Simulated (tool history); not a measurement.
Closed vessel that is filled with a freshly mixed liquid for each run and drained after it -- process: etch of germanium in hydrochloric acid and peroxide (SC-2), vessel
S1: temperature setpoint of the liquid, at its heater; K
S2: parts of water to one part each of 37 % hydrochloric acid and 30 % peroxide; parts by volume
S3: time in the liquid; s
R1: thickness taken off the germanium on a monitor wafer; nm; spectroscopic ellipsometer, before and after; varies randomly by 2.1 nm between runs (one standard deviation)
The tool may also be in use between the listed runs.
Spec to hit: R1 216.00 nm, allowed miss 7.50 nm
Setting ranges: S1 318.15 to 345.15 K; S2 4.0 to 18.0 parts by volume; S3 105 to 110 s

run  hour      S1    S2   S3      R1
  1   0.0  334.15  10.0  105  161.92
  2   4.9  337.15  10.0  105  177.43
  3   9.1  337.15  12.0  105  174.08
  4  16.1  339.15  12.0  105  184.51
  5  17.7  342.15  12.0  105  197.07
  6  20.5  339.15  12.0  105  183.02
  7  28.5  341.15  12.0  105  195.02
  8  32.0  342.15  12.0  105  199.84
  9  40.0  343.15  12.0  105  205.24
 10  46.4  343.15  12.0  105  203.70

Exactly one of the 4 candidate moves below puts every result within its allowed miss. Which one?
  A  52.8  342.15  11.5  105   ?
  B  52.8  345.15  11.0  105   ?
  C  52.8  339.65  12.5  105   ?
  D  52.8  341.15  10.0  105   ?

move      R1
   A  194.85
   B  212.80
   C  179.52
   D  193.33
A: its largest miss is bigger than the last run's
B: every result within its allowed miss
C: its largest miss is bigger than the last run's
D: its largest miss is bigger than the last run's
B meets every target.
